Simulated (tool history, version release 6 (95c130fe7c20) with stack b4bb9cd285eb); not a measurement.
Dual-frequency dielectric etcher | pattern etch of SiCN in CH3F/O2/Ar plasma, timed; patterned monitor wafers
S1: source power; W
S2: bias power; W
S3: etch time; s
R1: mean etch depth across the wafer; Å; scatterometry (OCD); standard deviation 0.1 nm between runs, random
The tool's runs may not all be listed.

run  hour   S1  S2    S3      R1
  1     0  460  88  43.5  187.83
  2   0.6  520  88  43.5  195.48
  3     3  520  96  43.5  200.55
  4   8.9  520  96  43.5  199.76
  5    14  490  92    43   192.1
  6  15.4  570  92    43  203.25

Predict the results of run 7:
  7  19.8  470  74  42   ?

Run 7 yielded R1 175.27 Å.
